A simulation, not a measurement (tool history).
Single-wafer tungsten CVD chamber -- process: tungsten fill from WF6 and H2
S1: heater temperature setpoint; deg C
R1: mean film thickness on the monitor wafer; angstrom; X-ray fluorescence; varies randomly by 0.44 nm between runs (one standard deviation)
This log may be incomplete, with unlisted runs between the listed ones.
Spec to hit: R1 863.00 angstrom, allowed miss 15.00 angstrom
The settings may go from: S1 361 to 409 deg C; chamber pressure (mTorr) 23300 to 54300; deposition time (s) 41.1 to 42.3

{"run": 1, "hour": 0.0, "S1": 385, "chamber pressure (mTorr)": 38800, "deposition time (s)": 41.1, "R1": 1048.9}
{"run": 2, "hour": 3.6, "S1": 383, "chamber pressure (mTorr)": 38700, "deposition time (s)": 41.1, "R1": 1017.7}
{"run": 3, "hour": 9.3, "S1": 383, "chamber pressure (mTorr)": 38700, "deposition time (s)": 41.1, "R1": 1033.1}
{"run": 4, "hour": 12.0, "S1": 391, "chamber pressure (mTorr)": 38700, "deposition time (s)": 41.1, "R1": 1178.2}
{"run": 5, "hour": 13.0, "S1": 387, "chamber pressure (mTorr)": 38600, "deposition time (s)": 41.1, "R1": 1103.5}
{"run": 6, "hour": 18.2, "S1": 383, "chamber pressure (mTorr)": 38600, "deposition time (s)": 41.1, "R1": 1014.4}
{"run": 7, "hour": 19.4, "S1": 381, "chamber pressure (mTorr)": 38600, "deposition time (s)": 41.1, "R1": 976.75}
{"hour": 25.4, "done": "thermocouple changed; heater temperature recalibrated"}
{"run": 8, "hour": 25.4, "S1": 380, "chamber pressure (mTorr)": 38600, "deposition time (s)": 41.1, "R1": 920.63}
{"run": 9, "hour": 30.5, "S1": 379, "chamber pressure (mTorr)": 38600, "deposition time (s)": 41.1, "R1": 898.88}
{"run": 10, "hour": 38.1, "S1": 379, "chamber pressure (mTorr)": 38600, "deposition time (s)": 41.1, "R1": 904.44}
{"run": 11, "hour": 44.3, "S1": 378, "chamber pressure (mTorr)": 38600, "deposition time (s)": 41.1, "R1": 893.97}

5 next moves are on the table. One of them brings every result within its allowed miss. Which?
{"run": "A", "hour": 50.5, "S1": 376, "chamber pressure (mTorr)": 43800, "deposition time (s)": 41.1, "R1": "?"}
{"run": "B", "hour": 50.5, "S1": 379, "chamber pressure (mTorr)": 39900, "deposition time (s)": 41.1, "R1": "?"}
{"run": "C", "hour": 50.5, "S1": 378, "chamber pressure (mTorr)": 40900, "deposition time (s)": 42.3, "R1": "?"}
{"run": "D", "hour": 50.5, "S1": 375, "chamber pressure (mTorr)": 40600, "deposition time (s)": 41.1, "R1": "?"}
{"run": "E", "hour": 50.5, "S1": 386, "chamber pressure (mTorr)": 33200, "deposition time (s)": 42.3, "R1": "?"}

move=A R1=922.22
move=B R1=920.00
move=C R1=944.36
move=D R1=865.08
move=E R1=950.42
A: moves away from the targets compared with the last run
B: moves away from the targets compared with the last run
C: moves away from the targets compared with the last run
D: all results in spec
E: moves away from the targets compared with the last run
The right move is D.
